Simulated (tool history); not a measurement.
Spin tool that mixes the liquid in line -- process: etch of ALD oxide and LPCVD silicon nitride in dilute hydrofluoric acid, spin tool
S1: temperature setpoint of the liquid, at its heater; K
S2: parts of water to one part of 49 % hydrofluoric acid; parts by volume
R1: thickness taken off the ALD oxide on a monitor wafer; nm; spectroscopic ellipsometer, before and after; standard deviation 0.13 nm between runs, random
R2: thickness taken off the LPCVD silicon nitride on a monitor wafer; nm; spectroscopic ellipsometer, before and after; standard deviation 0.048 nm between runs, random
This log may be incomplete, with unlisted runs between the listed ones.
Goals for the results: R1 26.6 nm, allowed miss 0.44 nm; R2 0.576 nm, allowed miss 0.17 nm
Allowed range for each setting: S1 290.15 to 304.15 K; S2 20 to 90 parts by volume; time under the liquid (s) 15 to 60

{"run": 1, "hour": 0.0, "S1": 296.15, "S2": 50, "time under the liquid (s)": 30, "R1": 18.824, "R2": 0.30897}
{"run": 2, "hour": 1.7, "S1": 298.15, "S2": 50, "time under the liquid (s)": 30, "R1": 20.346, "R2": 0.38653}
{"run": 3, "hour": 6.8, "S1": 299.15, "S2": 50, "time under the liquid (s)": 30, "R1": 21.018, "R2": 0.39181}
{"run": 4, "hour": 13.0, "S1": 299.15, "S2": 60, "time under the liquid (s)": 30, "R1": 17.324, "R2": 0.35702}
{"run": 5, "hour": 14.2, "S1": 300.15, "S2": 55, "time under the liquid (s)": 30, "R1": 19.69, "R2": 0.39914}
{"run": 6, "hour": 18.1, "S1": 302.15, "S2": 55, "time under the liquid (s)": 30, "R1": 21.454, "R2": 0.44848}
{"run": 7, "hour": 23.0, "S1": 302.15, "S2": 55, "time under the liquid (s)": 30, "R1": 21.654, "R2": 0.46515}
{"run": 8, "hour": 25.4, "S1": 302.65, "S2": 55, "time under the liquid (s)": 30, "R1": 21.887, "R2": 0.50292}
{"run": 9, "hour": 30.8, "S1": 303.15, "S2": 55, "time under the liquid (s)": 30, "R1": 22.239, "R2": 0.50162}
{"run": 10, "hour": 31.8, "S1": 303.65, "S2": 50, "time under the liquid (s)": 30, "R1": 25.41, "R2": 0.45732}
{"run": 11, "hour": 40.8, "S1": 304.15, "S2": 50, "time under the liquid (s)": 30, "R1": 25.907, "R2": 0.55488}

Exercise: of the 4 proposed moves below, exactly one satisfies all targets within the stated allowed misses. Which move is it?
{"run": "A", "hour": 49.8, "S1": 297.15, "S2": 20, "time under the liquid (s)": 15, "R1": "?", "R2": "?"}
{"run": "B", "hour": 49.8, "S1": 303.65, "S2": 55, "time under the liquid (s)": 35, "R1": "?", "R2": "?"}
{"run": "C", "hour": 49.8, "S1": 304.15, "S2": 35, "time under the liquid (s)": 20, "R1": "?", "R2": "?"}
{"run": "D", "hour": 49.8, "S1": 296.65, "S2": 20, "time under the liquid (s)": 15, "R1": "?", "R2": "?"}

move=A R1=25.366 R2=0.36907
move=B R1=26.623 R2=0.49545
move=C R1=25.161 R2=0.45672
move=D R1=24.835 R2=0.35661
A: lands further from the targets than the last run did
B: every result within its allowed miss
C: lands further from the targets than the last run did
D: lands further from the targets than the last run did
So the answer is move B, the one that meets all the targets.
